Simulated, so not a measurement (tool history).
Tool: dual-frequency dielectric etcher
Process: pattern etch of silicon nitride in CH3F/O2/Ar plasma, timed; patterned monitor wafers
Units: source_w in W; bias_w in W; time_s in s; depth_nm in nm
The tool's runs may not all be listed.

| run | hour | source_w | bias_w | time_s | depth_nm |
|---|---|---|---|---|---|
| 1 | 0 | 300 | 81 | 57.5 | 38.587 |
| 2 | 6.8 | 350 | 81 | 57.5 | 42.217 |
| 3 | 11.9 | 300 | 77 | 57 | 37.698 |
| 4 | 15.2 | 270 | 75 | 57 | 35.058 |
| 5 | 22.1 | 250 | 74 | 57 | 33.172 |
| 6 | 26.4 | 270 | 74 | 57 | 35.273 |
| 7 | 30.5 | 250 | 73 | 57 | 33.086 |
| 8 | 35.2 | 240 | 73 | 57 | 32.441 |

Forecast run 9:
| 9 | 38.5 | 230 | 73 | 57 | ? |

{"run 9": {"depth_nm": 30.868}}
